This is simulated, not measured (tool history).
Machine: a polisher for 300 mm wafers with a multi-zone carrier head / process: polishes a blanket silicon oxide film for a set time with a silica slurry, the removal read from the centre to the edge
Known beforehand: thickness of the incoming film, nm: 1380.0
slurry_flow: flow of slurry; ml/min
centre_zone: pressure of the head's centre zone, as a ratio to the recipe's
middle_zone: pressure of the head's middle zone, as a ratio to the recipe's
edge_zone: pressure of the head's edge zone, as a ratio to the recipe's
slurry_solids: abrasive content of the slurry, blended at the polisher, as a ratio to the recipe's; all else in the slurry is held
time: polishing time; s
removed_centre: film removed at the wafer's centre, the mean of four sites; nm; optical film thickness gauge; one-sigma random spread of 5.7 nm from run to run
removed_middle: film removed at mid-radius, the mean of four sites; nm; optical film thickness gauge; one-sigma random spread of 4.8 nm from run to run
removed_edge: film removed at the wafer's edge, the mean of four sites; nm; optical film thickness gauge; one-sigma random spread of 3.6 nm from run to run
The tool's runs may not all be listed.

| run | hour | slurry_flow | centre_zone | middle_zone | edge_zone | slurry_solids | time | removed_centre | removed_middle | removed_edge |
|---|---|---|---|---|---|---|---|---|---|---|
| 1 | 0.0 | 125 | 1.00 | 1.00 | 1.00 | 1.00 | 75 | 291.05 | 287.80 | 293.97 |
| 2 | 7.7 | 125 | 1.00 | 1.00 | 1.00 | 1.00 | 85 | 340.75 | 322.56 | 340.00 |
| 3 | 14.4 | 135 | 1.04 | 1.01 | 1.02 | 1.05 | 85 | 368.80 | 343.04 | 348.93 |
| 4 | 22.5 | 135 | 1.04 | 0.98 | 1.02 | 1.05 | 85 | 358.19 | 326.85 | 348.20 |
| 5 | 31.3 | 140 | 1.07 | 0.98 | 1.03 | 1.10 | 85 | 379.01 | 336.39 | 354.74 |
| 6 | 39.5 | 140 | 1.07 | 0.98 | 0.96 | 1.10 | 85 | 370.47 | 336.18 | 342.67 |
| 7 | 44.3 | 145 | 1.10 | 0.99 | 1.00 | 1.15 | 85 | 404.04 | 346.01 | 362.84 |
| 8 | 47.2 | 150 | 1.11 | 1.01 | 1.02 | 1.15 | 85 | 405.98 | 352.52 | 371.23 |
| 9 | 52.6 | 155 | 1.13 | 1.01 | 1.00 | 1.20 | 85 | 421.39 | 363.66 | 367.00 |
| 10 | 61.2 | 160 | 1.14 | 1.01 | 1.02 | 1.25 | 85 | 433.18 | 372.75 | 376.92 |
| 11 | 65.1 | 165 | 1.15 | 1.00 | 1.03 | 1.30 | 85 | 452.47 | 371.38 | 389.98 |
| 12 | 66.3 | 170 | 1.16 | 1.01 | 1.03 | 1.30 | 85 | 444.31 | 375.17 | 384.27 |

What will run 13 give?
| 13 | 73.0 | 170 | 1.17 | 1.01 | 1.03 | 1.35 | 85 | ? | ? | ? |

{"run 13": {"removed_centre": 452.04, "removed_middle": 386.2, "removed_edge": 392.36}}
